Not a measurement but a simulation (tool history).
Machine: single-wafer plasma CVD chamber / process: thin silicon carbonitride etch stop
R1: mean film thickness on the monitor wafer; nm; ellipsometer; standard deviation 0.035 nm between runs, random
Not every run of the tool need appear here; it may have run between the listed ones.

Run 1, hour 0: RF power (kW) 0.265, deposition time (s) 17. Result: R1 10.569 nm.
Run 2, hour 3: RF power (kW) 0.255, deposition time (s) 16.4. Result: R1 10.038 nm.
Run 3, hour 4.7: RF power (kW) 0.23, deposition time (s) 16.4. Result: R1 9.7759 nm.
Run 4, hour 6.6: RF power (kW) 0.23, deposition time (s) 14.8. Result: R1 8.842 nm.
Run 5, hour 12.7: RF power (kW) 0.23, deposition time (s) 16.5. Result: R1 9.8492 nm.
Run 6, hour 14.5: RF power (kW) 0.225, deposition time (s) 16.1. Result: R1 9.5177 nm.
Run 7, hour 17.4: RF power (kW) 0.22, deposition time (s) 15.8. Result: R1 9.3864 nm.

What does the tool deliver on the next run?
Run 8, hour 20.6: RF power (kW) 0.195, deposition time (s) 14.1. Result: R1 ?.

R1: 8.1481 nm

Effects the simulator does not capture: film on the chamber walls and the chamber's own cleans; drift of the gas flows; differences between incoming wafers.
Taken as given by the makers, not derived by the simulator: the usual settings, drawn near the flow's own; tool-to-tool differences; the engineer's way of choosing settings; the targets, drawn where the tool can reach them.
